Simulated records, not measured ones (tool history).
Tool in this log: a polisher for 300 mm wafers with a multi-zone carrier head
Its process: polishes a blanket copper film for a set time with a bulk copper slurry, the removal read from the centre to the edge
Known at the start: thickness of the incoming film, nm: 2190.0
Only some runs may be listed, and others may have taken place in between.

run,hour,flow of slurry (ml/min),pressure of the head's centre zone,pressure of the head's middle zone,pressure of the head's edge zone,abrasive content of the slurry,polishing time (s),film removed at the wafer's centre (nm),film removed at mid-radius (nm),film removed at the wafer's edge (nm)
1,0.0,145,1.00,1.00,1.00,1.00,79,689.01,670.10,680.45
2,7.4,145,1.00,1.00,1.06,1.00,79,680.64,671.90,704.69
3,13.4,135,0.96,1.00,1.05,0.90,79,636.40,641.77,677.34
4,15.5,165,0.96,1.00,1.05,0.90,79,646.86,656.81,691.43
5,17.7,165,0.96,1.00,1.11,0.90,79,653.49,668.74,712.30
6,23.6,165,0.96,1.00,1.11,1.10,79,696.42,697.17,754.49
7,24.5,155,0.93,1.01,1.09,0.95,79,635.37,670.24,713.89
8,26.1,145,0.90,1.01,1.07,0.85,79,566.12,645.98,678.23

Predict the results of run 9:
9,34.0,140,0.89,1.00,1.03,0.85,79,?,?,?

film removed at the wafer's centre (nm): 567.59
film removed at mid-radius (nm): 637.76
film removed at the wafer's edge (nm): 655.93
